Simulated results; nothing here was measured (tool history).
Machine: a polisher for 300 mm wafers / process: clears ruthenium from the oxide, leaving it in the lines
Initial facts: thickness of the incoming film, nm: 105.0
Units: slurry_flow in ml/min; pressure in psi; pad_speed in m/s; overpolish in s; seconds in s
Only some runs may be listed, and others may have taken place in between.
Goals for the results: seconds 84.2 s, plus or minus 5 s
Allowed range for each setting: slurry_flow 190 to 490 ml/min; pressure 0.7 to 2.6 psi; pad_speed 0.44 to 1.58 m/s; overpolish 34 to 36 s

{"run": 1, "hour": 0.0, "slurry_flow": 315, "pressure": 1.6, "pad_speed": 1, "overpolish": 34, "seconds": 126.83}
{"run": 2, "hour": 3.1, "slurry_flow": 315, "pressure": 1.6, "pad_speed": 1, "overpolish": 34, "seconds": 126.56}
{"run": 3, "hour": 7.8, "slurry_flow": 315, "pressure": 1.7, "pad_speed": 1, "overpolish": 34, "seconds": 123.11}
{"run": 4, "hour": 15.1, "slurry_flow": 315, "pressure": 1.5, "pad_speed": 1, "overpolish": 34, "seconds": 131.89}
{"run": 5, "hour": 16.0, "slurry_flow": 315, "pressure": 1.5, "pad_speed": 1, "overpolish": 36, "seconds": 136.61}
{"run": 6, "hour": 23.9, "slurry_flow": 315, "pressure": 1.7, "pad_speed": 1.02, "overpolish": 36, "seconds": 118.56}
{"run": 7, "hour": 26.8, "slurry_flow": 315, "pressure": 1.8, "pad_speed": 1.04, "overpolish": 36, "seconds": 109.91}
{"run": 8, "hour": 35.1, "slurry_flow": 315, "pressure": 1.8, "pad_speed": 1.04, "overpolish": 36, "seconds": 108.11}
{"run": 9, "hour": 37.2, "slurry_flow": 315, "pressure": 1.9, "pad_speed": 1.04, "overpolish": 36, "seconds": 104.58}
{"run": 10, "hour": 45.5, "slurry_flow": 315, "pressure": 2, "pad_speed": 1.04, "overpolish": 36, "seconds": 100.64}

5 next moves are on the table. One of them brings every result within its allowed miss. Which?
{"run": "A", "hour": 53.8, "slurry_flow": 330, "pressure": 1.8, "pad_speed": 1.34, "overpolish": 34, "seconds": "?"}
{"run": "B", "hour": 53.8, "slurry_flow": 290, "pressure": 2, "pad_speed": 1.08, "overpolish": 36, "seconds": "?"}
{"run": "C", "hour": 53.8, "slurry_flow": 285, "pressure": 1.6, "pad_speed": 0.96, "overpolish": 36, "seconds": "?"}
{"run": "D", "hour": 53.8, "slurry_flow": 330, "pressure": 2.2, "pad_speed": 1.28, "overpolish": 36, "seconds": "?"}
{"run": "E", "hour": 53.8, "slurry_flow": 285, "pressure": 1.9, "pad_speed": 1.12, "overpolish": 36, "seconds": "?"}

move=A seconds=86.06
move=B seconds=98.249
move=C seconds=133.35
move=D seconds=75.706
move=E seconds=99.289
A: every result within its allowed miss
B: gains on the last run, yet a result remains outside its allowed miss
C: lands further from the targets than the last run did
D: pushes the last run's worst result past its target
E: gains on the last run, yet a result remains outside its allowed miss
So the answer is move A, the one that meets all the targets.
